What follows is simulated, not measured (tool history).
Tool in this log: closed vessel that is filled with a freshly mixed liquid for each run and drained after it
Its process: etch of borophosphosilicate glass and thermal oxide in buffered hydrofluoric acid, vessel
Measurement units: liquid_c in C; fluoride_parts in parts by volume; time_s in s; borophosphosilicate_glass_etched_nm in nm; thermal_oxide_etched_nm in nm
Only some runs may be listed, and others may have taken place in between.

| run | day | liquid_c | fluoride_parts | time_s | borophosphosilicate_glass_etched_nm | thermal_oxide_etched_nm |
|---|---|---|---|---|---|---|
| 1 | 0.000 | 22.0 | 16.0 | 60 | 106.760 | 41.189 |
| 2 | 0.075 | 20.0 | 16.0 | 60 | 96.128 | 37.015 |
| 3 | 0.217 | 20.0 | 16.0 | 50 | 79.736 | 30.820 |
| 4 | 0.538 | 20.0 | 16.0 | 30 | 47.590 | 18.235 |
| 5 | 0.604 | 17.5 | 16.0 | 30 | 41.362 | 16.149 |
| 6 | 0.908 | 19.5 | 14.5 | 30 | 51.004 | 19.588 |
|  | 1.150 | thermometer replaced |
| 7 | 1.150 | 23.5 | 9.5 | 35 | 119.810 | 45.733 |
| 8 | 1.254 | 24.0 | 9.5 | 35 | 121.960 | 47.890 |

Predict the results of run 9:
| 9 | 1.292 | 27.5 | 7.5 | 35 | ? | ? |

{"run 9": {"borophosphosilicate_glass_etched_nm": 186.08, "thermal_oxide_etched_nm": 72.937}}
